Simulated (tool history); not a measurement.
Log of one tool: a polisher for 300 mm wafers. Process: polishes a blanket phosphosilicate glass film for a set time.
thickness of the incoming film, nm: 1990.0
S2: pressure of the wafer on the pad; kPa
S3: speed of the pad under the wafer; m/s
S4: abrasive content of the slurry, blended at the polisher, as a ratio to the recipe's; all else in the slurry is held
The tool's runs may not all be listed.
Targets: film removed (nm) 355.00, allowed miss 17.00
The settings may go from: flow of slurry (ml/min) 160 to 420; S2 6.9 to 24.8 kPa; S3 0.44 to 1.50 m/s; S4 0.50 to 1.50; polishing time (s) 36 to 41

Run 1, hour 0.0: flow of slurry (ml/min) 270, S2 15.9 kPa, S3 0.96 m/s, S4 1.00, polishing time (s) 41. Result: film removed (nm) 225.39.
Run 2, hour 8.4: flow of slurry (ml/min) 270, S2 18.6 kPa, S3 0.96 m/s, S4 1.00, polishing time (s) 41. Result: film removed (nm) 252.31.
Run 3, hour 13.2: flow of slurry (ml/min) 270, S2 20.7 kPa, S3 0.98 m/s, S4 1.00, polishing time (s) 41. Result: film removed (nm) 287.91.
Run 4, hour 19.0: flow of slurry (ml/min) 270, S2 24.1 kPa, S3 0.98 m/s, S4 1.00, polishing time (s) 41. Result: film removed (nm) 318.92.
At hour 21.5: conditioning disc replaced and pad reconditioned.
Run 5, hour 21.5: flow of slurry (ml/min) 270, S2 24.1 kPa, S3 1.00 m/s, S4 1.00, polishing time (s) 41. Result: film removed (nm) 427.15.
Run 6, hour 27.5: flow of slurry (ml/min) 270, S2 24.1 kPa, S3 1.10 m/s, S4 1.00, polishing time (s) 41. Result: film removed (nm) 470.48.
Run 7, hour 28.4: flow of slurry (ml/min) 270, S2 22.8 kPa, S3 1.10 m/s, S4 1.00, polishing time (s) 41. Result: film removed (nm) 432.28.
Run 8, hour 31.7: flow of slurry (ml/min) 270, S2 22.1 kPa, S3 1.10 m/s, S4 1.00, polishing time (s) 41. Result: film removed (nm) 435.40.
Run 9, hour 35.9: flow of slurry (ml/min) 270, S2 20.7 kPa, S3 1.10 m/s, S4 1.00, polishing time (s) 41. Result: film removed (nm) 407.54.
Run 10, hour 41.6: flow of slurry (ml/min) 270, S2 20.0 kPa, S3 1.10 m/s, S4 1.00, polishing time (s) 41. Result: film removed (nm) 384.89.

4 next moves are on the table. One of them brings every result within its allowed miss. Which?
Run A, hour 47.3: flow of slurry (ml/min) 200, S2 23.4 kPa, S3 1.04 m/s, S4 1.05, polishing time (s) 40. Result: film removed (nm) ?.
Run B, hour 47.3: flow of slurry (ml/min) 275, S2 20.0 kPa, S3 1.12 m/s, S4 1.05, polishing time (s) 37. Result: film removed (nm) ?.
Run C, hour 47.3: flow of slurry (ml/min) 230, S2 24.1 kPa, S3 1.24 m/s, S4 0.85, polishing time (s) 36. Result: film removed (nm) ?.
Run D, hour 47.3: flow of slurry (ml/min) 230, S2 24.8 kPa, S3 0.86 m/s, S4 1.20, polishing time (s) 41. Result: film removed (nm) ?.

move  film removed (nm)
   A             401.84
   B             349.52
   C             405.69
   D             397.32
A: further off than the last run
B: meets every target
C: further off than the last run
D: further off than the last run
Answer: B

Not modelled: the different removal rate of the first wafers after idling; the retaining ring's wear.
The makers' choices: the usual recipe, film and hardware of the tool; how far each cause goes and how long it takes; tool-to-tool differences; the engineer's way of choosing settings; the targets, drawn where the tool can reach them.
